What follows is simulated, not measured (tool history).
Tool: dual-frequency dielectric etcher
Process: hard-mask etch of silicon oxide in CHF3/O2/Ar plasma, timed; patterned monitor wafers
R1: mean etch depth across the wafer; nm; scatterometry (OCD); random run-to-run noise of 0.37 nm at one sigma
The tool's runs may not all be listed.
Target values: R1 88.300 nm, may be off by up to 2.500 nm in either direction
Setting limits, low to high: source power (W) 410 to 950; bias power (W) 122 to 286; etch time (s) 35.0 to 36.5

{"run": 1, "hour": 0.0, "source power (W)": 680, "bias power (W)": 204, "etch time (s)": 35.0, "R1": 76.657}
{"run": 2, "hour": 1.1, "source power (W)": 680, "bias power (W)": 204, "etch time (s)": 35.0, "R1": 76.735}
{"run": 3, "hour": 5.8, "source power (W)": 710, "bias power (W)": 208, "etch time (s)": 35.0, "R1": 78.129}
{"run": 4, "hour": 13.2, "source power (W)": 710, "bias power (W)": 208, "etch time (s)": 35.0, "R1": 78.082}
{"run": 5, "hour": 21.3, "source power (W)": 640, "bias power (W)": 208, "etch time (s)": 35.0, "R1": 74.388}
{"run": 6, "hour": 25.8, "source power (W)": 670, "bias power (W)": 211, "etch time (s)": 35.0, "R1": 77.071}
{"run": 7, "hour": 33.6, "source power (W)": 700, "bias power (W)": 214, "etch time (s)": 35.0, "R1": 78.529}
{"run": 8, "hour": 37.1, "source power (W)": 720, "bias power (W)": 217, "etch time (s)": 35.0, "R1": 80.144}

Pick the move, out of 5, that brings all results within their allowed miss; only one does.
{"run": "A", "hour": 40.6, "source power (W)": 710, "bias power (W)": 209, "etch time (s)": 36.0, "R1": "?"}
{"run": "B", "hour": 40.6, "source power (W)": 750, "bias power (W)": 236, "etch time (s)": 36.5, "R1": "?"}
{"run": "C", "hour": 40.6, "source power (W)": 800, "bias power (W)": 254, "etch time (s)": 36.5, "R1": "?"}
{"run": "D", "hour": 40.6, "source power (W)": 640, "bias power (W)": 236, "etch time (s)": 36.5, "R1": "?"}
{"run": "E", "hour": 40.6, "source power (W)": 880, "bias power (W)": 165, "etch time (s)": 36.5, "R1": "?"}

move=A R1=81.385
move=B R1=87.772
move=C R1=92.402
move=D R1=81.773
move=E R1=84.740
A: closes in on the targets versus the last run, not all within tolerance yet
B: hits every target within its allowed miss
C: carries the result that was furthest off beyond its target, to the other side
D: closes in on the targets versus the last run, not all within tolerance yet
E: closes in on the targets versus the last run, not all within tolerance yet
The move that meets every target is B.
